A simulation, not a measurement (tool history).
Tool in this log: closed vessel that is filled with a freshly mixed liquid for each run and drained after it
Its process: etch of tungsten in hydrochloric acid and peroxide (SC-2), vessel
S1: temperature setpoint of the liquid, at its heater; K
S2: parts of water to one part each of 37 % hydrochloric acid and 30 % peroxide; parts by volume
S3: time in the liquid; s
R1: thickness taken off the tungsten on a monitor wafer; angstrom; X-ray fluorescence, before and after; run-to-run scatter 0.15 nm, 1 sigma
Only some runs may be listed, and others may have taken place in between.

{"run": 1, "hour": 0.0, "S1": 335.15, "S2": 8.5, "S3": 30, "R1": 178.3}
{"run": 2, "hour": 3.3, "S1": 328.15, "S2": 8.5, "S3": 30, "R1": 115.19}
{"run": 3, "hour": 11.6, "S1": 328.15, "S2": 8.5, "S3": 30, "R1": 114.36}
{"run": 4, "hour": 12.2, "S1": 332.65, "S2": 8.5, "S3": 30, "R1": 153.16}
{"run": 5, "hour": 16.1, "S1": 325.65, "S2": 8.5, "S3": 30, "R1": 98.079}
{"run": 6, "hour": 25.0, "S1": 325.65, "S2": 5.5, "S3": 30, "R1": 136.25}
{"run": 7, "hour": 32.7, "S1": 329.65, "S2": 5.5, "S3": 30, "R1": 179.54}
{"run": 8, "hour": 35.3, "S1": 331.65, "S2": 5.5, "S3": 30, "R1": 201.12}
{"run": 9, "hour": 39.0, "S1": 333.15, "S2": 5.5, "S3": 30, "R1": 221.53}
{"run": 10, "hour": 42.5, "S1": 334.15, "S2": 5.5, "S3": 30, "R1": 232.81}

Run 11 is up next; what results do you expect?
{"run": 11, "hour": 46.5, "S1": 335.15, "S2": 5.5, "S3": 30, "R1": "?"}

Logged for run 11: R1 248.26 angstrom.

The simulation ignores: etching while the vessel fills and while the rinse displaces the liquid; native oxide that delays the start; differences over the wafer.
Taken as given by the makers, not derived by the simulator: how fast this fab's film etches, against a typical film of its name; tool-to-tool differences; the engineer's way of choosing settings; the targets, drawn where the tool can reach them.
